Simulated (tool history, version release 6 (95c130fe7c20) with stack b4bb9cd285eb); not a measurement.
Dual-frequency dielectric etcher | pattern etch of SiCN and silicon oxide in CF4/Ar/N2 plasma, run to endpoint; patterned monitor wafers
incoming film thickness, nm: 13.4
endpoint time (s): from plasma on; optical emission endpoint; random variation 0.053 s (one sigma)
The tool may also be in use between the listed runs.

Run 1, hour 0: source power (kW) 0.49, bias power (kW) 0.066, Ar flow (sccm) 89, CF4 flow (sccm) 45. Result: endpoint time (s) 15.135.
Run 2, hour 1.6: source power (kW) 0.51, bias power (kW) 0.066, Ar flow (sccm) 89, CF4 flow (sccm) 45. Result: endpoint time (s) 14.603.
Run 3, hour 2.7: source power (kW) 0.53, bias power (kW) 0.066, Ar flow (sccm) 89, CF4 flow (sccm) 45. Result: endpoint time (s) 14.299.
Run 4, hour 7.7: source power (kW) 0.55, bias power (kW) 0.067, Ar flow (sccm) 89, CF4 flow (sccm) 45. Result: endpoint time (s) 13.774.
Run 5, hour 15.9: source power (kW) 0.55, bias power (kW) 0.067, Ar flow (sccm) 89, CF4 flow (sccm) 39. Result: endpoint time (s) 14.167.
Run 6, hour 20.9: source power (kW) 0.55, bias power (kW) 0.067, Ar flow (sccm) 89, CF4 flow (sccm) 42. Result: endpoint time (s) 13.925.
Run 7, hour 28.2: source power (kW) 0.57, bias power (kW) 0.067, Ar flow (sccm) 89, CF4 flow (sccm) 42. Result: endpoint time (s) 13.541.
Run 8, hour 32.6: source power (kW) 0.58, bias power (kW) 0.067, Ar flow (sccm) 89, CF4 flow (sccm) 42. Result: endpoint time (s) 13.404.

The next listed run, before its measurement:
Run 9, hour 34.4: source power (kW) 0.59, bias power (kW) 0.068, Ar flow (sccm) 89, CF4 flow (sccm) 42. Result: endpoint time (s) ?.

Run 9 gave endpoint time (s) 13.142.
